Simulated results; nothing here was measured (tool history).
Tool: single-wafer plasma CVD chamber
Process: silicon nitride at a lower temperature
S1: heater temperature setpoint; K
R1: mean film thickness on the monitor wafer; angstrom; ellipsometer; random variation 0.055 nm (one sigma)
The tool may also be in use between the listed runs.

run 1 hour=0 | S1=608.15 chamber_pressure_(Torr)=1.37 RF_power_(W)=395 deposition_time_(s)=12.1 | R1=159.55
run 2 hour=1.1 | S1=608.15 chamber_pressure_(Torr)=1.44 RF_power_(W)=395 deposition_time_(s)=12.1 | R1=161.43
run 3 hour=8 | S1=601.15 chamber_pressure_(Torr)=1.44 RF_power_(W)=395 deposition_time_(s)=12.1 | R1=162.88
run 4 hour=9.2 | S1=595.15 chamber_pressure_(Torr)=1.44 RF_power_(W)=395 deposition_time_(s)=12.1 | R1=162.53
run 5 hour=15.8 | S1=589.15 chamber_pressure_(Torr)=1.44 RF_power_(W)=395 deposition_time_(s)=12.1 | R1=162.94
run 6 hour=24.8 | S1=589.15 chamber_pressure_(Torr)=1.66 RF_power_(W)=395 deposition_time_(s)=12.1 | R1=168.97

Run 7 comes next. What will it give?
run 7 hour=25.6 | S1=589.15 chamber_pressure_(Torr)=1.68 RF_power_(W)=395 deposition_time_(s)=12.1 | R1=?

R1: 171 angstrom
